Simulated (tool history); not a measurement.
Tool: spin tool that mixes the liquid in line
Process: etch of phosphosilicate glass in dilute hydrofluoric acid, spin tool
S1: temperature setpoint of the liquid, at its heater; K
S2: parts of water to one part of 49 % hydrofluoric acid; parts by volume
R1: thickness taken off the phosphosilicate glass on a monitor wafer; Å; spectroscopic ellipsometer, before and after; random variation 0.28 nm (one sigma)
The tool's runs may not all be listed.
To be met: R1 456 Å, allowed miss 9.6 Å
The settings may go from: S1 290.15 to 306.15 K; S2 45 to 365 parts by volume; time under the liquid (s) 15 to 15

run 1 hour=0 | S1=298.15 S2=205 time_under_the_liquid_(s)=15 | R1=140.78
run 2 hour=4.3 | S1=296.15 S2=205 time_under_the_liquid_(s)=15 | R1=132.34
run 3 hour=5.5 | S1=297.15 S2=185 time_under_the_liquid_(s)=15 | R1=154.91
run 4 hour=6.5 | S1=295.15 S2=185 time_under_the_liquid_(s)=15 | R1=143.77
run 5 hour=11.5 | S1=296.65 S2=170 time_under_the_liquid_(s)=15 | R1=166.03
run 6 hour=17.1 | S1=294.65 S2=170 time_under_the_liquid_(s)=15 | R1=155.78
run 7 hour=19.7 | S1=296.15 S2=155 time_under_the_liquid_(s)=15 | R1=182.53
run 8 hour=20.7 | S1=297.65 S2=145 time_under_the_liquid_(s)=15 | R1=213.4

4 next moves are on the table. One of them brings every result within its allowed miss. Which?
run A hour=21.7 | S1=299.65 S2=75 time_under_the_liquid_(s)=15 | R1=?
run B hour=21.7 | S1=301.65 S2=90 time_under_the_liquid_(s)=15 | R1=?
run C hour=21.7 | S1=300.15 S2=80 time_under_the_liquid_(s)=15 | R1=?
run D hour=21.7 | S1=297.15 S2=75 time_under_the_liquid_(s)=15 | R1=?

move=A R1=478.97
move=B R1=422.01
move=C R1=454.65
move=D R1=433.96
A: takes the result that was furthest off past its target
B: nearer than the last run, and not there yet
C: meets every target
D: nearer than the last run, and not there yet
Answer: C

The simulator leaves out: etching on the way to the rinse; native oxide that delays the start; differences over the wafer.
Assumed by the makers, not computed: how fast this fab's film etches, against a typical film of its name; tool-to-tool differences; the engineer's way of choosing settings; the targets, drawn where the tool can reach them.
